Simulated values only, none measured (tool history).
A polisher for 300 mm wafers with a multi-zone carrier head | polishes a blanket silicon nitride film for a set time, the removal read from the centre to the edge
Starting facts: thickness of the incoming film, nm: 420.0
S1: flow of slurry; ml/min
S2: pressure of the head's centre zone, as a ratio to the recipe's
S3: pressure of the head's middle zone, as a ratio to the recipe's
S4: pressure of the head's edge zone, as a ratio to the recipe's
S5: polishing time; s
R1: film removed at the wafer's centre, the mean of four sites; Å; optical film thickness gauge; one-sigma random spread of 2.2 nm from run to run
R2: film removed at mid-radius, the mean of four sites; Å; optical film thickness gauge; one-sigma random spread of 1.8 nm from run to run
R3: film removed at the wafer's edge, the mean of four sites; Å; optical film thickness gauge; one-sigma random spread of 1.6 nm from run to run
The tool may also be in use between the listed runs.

run  hour   S1    S2    S3    S4  S5      R1      R2      R3
  1     0  295     1     1     1  88  1291.7  1235.8  1184.3
  2   8.9  295  0.95     1     1  88  1189.5    1242  1199.6
  3  13.5  295  0.88     1     1  88  1133.4  1247.3  1197.6
  4  20.1  295  0.88     1     1  75  952.26  1049.1    1010
  5  22.6  295  0.88  0.93     1  75  942.29  988.74  1015.2
  6    29  295  0.88  1.01     1  75  922.66  1038.5  1021.6
  7  37.7  300  0.93  1.03  1.01  81  1082.8  1171.6  1128.1
  8    42  310  0.98  1.06  1.02  83  1174.7  1202.7  1132.5

Run 9, settings as shown, results not yet in. Your forecast:
  9  42.7  310   1  1.07  1.02  87   ?   ?   ?

{"run 9": {"R1": 1249.5, "R2": 1296.2, "R3": 1224.2}}
